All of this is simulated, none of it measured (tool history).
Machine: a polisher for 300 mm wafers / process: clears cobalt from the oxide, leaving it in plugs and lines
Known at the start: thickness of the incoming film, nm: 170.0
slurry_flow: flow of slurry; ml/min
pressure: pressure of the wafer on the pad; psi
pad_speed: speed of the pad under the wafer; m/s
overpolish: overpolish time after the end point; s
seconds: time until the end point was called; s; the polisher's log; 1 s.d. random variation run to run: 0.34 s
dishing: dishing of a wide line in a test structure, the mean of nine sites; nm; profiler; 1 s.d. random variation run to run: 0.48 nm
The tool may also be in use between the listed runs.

run 1 day=0 | slurry_flow=155 pressure=1.4 pad_speed=1.22 overpolish=23 | seconds=40.055 dishing=48.344
run 2 day=0.162 | slurry_flow=155 pressure=1.4 pad_speed=1.04 overpolish=23 | seconds=46.528 dishing=46.012
run 3 day=0.396 | slurry_flow=145 pressure=1.4 pad_speed=1.12 overpolish=20 | seconds=42.888 dishing=44.338
run 4 day=0.438 | slurry_flow=145 pressure=1.2 pad_speed=1.12 overpolish=20 | seconds=48.224 dishing=41.627
run 5 day=0.588 | slurry_flow=145 pressure=1.2 pad_speed=1.4 overpolish=20 | seconds=38.476 dishing=46.356
run 6 day=0.8 | slurry_flow=135 pressure=1.2 pad_speed=1.42 overpolish=18 | seconds=38.197 dishing=44.469
run 7 day=0.858 | slurry_flow=130 pressure=1.2 pad_speed=1.46 overpolish=16 | seconds=37.797 dishing=41.327
run 8 day=1.2 | slurry_flow=130 pressure=1.2 pad_speed=1.46 overpolish=16 | seconds=38.376 dishing=40.649

For run 9, what comes out?
run 9 day=1.55 | slurry_flow=125 pressure=1.3 pad_speed=1.46 overpolish=15 | seconds=? dishing=?

{"run 9": {"seconds": 36.199, "dishing": 42.235}}

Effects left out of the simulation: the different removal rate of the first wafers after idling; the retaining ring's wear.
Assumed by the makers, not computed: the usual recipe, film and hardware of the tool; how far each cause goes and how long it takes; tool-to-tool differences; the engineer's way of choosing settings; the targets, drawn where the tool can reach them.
